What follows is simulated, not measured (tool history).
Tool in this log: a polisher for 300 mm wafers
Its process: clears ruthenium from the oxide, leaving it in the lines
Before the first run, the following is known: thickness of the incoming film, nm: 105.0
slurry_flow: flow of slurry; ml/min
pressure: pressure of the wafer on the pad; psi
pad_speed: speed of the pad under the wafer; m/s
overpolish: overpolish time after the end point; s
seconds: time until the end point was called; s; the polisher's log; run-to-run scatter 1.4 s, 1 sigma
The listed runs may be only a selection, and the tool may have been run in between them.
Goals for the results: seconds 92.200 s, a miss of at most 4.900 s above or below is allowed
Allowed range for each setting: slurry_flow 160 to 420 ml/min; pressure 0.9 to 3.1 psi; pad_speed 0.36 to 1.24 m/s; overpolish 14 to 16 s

run,hour,slurry_flow,pressure,pad_speed,overpolish,seconds
1,0.0,270,2.0,0.80,14,127.930
2,6.9,270,2.0,0.88,14,116.520
3,8.8,270,2.1,0.88,14,112.840
4,14.8,340,2.1,0.88,14,111.660
5,19.3,340,1.9,0.88,14,121.250
6,28.2,340,1.9,0.78,14,136.020
7,36.0,340,2.1,0.78,14,123.650
8,43.2,340,2.2,0.78,14,121.550
9,45.3,340,2.3,0.78,14,119.000
10,48.0,340,2.4,0.78,14,111.870
11,55.4,340,2.5,0.78,14,108.950

Exercise: of the 4 proposed moves below, exactly one satisfies all targets within the stated allowed misses. Which move is it?
A,62.8,335,2.7,1.02,15,?
B,62.8,375,2.6,0.90,15,?
C,62.8,395,2.3,0.88,15,?
D,62.8,315,2.9,0.96,15,?

move,seconds
A,80.452
B,92.832
C,103.220
D,81.261
A: takes the result that was furthest off past its target
B: meets every target
C: better than the last run, though not everything is in spec
D: takes the result that was furthest off past its target
Go with B: it meets all targets.

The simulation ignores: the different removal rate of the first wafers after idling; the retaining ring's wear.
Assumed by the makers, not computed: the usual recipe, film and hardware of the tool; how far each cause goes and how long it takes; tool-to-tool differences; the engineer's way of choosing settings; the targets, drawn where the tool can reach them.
